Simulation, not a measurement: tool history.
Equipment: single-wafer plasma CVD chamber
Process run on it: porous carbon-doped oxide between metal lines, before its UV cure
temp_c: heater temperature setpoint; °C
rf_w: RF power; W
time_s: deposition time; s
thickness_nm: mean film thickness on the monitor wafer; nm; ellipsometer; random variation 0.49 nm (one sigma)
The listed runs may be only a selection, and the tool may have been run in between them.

run    day  temp_c  rf_w  time_s  thickness_nm
  1      0     320   390    26.1        96.262
  2  0.217     316   390    26.1        97.758
  3    0.3     316   390    26.1        97.722
  4  0.396     314   400    26.1        101.49
  5  0.733     312   405    26.1        103.13
  6  1.108     312   375    26.1        96.063
     1.458  -- RF generator calibrated
  7  1.458     310   385    26.1        102.88

Run 8 has not been measured yet. What should we expect?
  8  1.692     308   385    26.1             ?

{"run 8": {"thickness_nm": 105.07}}
